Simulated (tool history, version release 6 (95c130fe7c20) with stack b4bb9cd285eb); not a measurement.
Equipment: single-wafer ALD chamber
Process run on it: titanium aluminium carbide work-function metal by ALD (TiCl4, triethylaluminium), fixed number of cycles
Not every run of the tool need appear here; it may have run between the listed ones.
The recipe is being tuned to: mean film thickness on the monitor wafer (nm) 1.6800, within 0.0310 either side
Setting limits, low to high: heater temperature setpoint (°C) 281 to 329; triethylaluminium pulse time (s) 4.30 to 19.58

run  hour  heater temperature setpoint (°C)  triethylaluminium pulse time (s)  mean film thickness on the monitor wafer (nm)
  1   0.0                               305                             11.94                                         2.0336
  2   1.5                               298                              9.63                                         1.8987
  3   7.6                               293                              8.82                                         1.8297
  4  11.5                               290                              8.28                                         1.7670
  5  17.9                               296                              8.28                                         1.8360
  6  22.3                               292                              7.91                                         1.7834
  7  28.3                               281                              6.78                                         1.5976
  8  31.5                               283                              6.87                                         1.6216
  9  32.1                               284                              6.93                                         1.6492
 10  36.0                               285                              6.97                                         1.6500

Pick the move, out of 5, that brings all results within their allowed miss; only one does.
  A  39.9                               287                              6.46                                              ?
  B  39.9                               289                              7.04                                              ?
  C  39.9                               281                              6.44                                              ?
  D  39.9                               282                              6.73                                              ?
  E  39.9                               289                              6.50                                              ?

move  mean film thickness on the monitor wafer (nm)
   A                                         1.6030
   B                                         1.6741
   C                                         1.5518
   D                                         1.5880
   E                                         1.6237
A: its largest miss is bigger than the last run's
B: every result within its allowed miss
C: its largest miss is bigger than the last run's
D: its largest miss is bigger than the last run's
E: its largest miss is bigger than the last run's
Correct choice: B, which meets every target
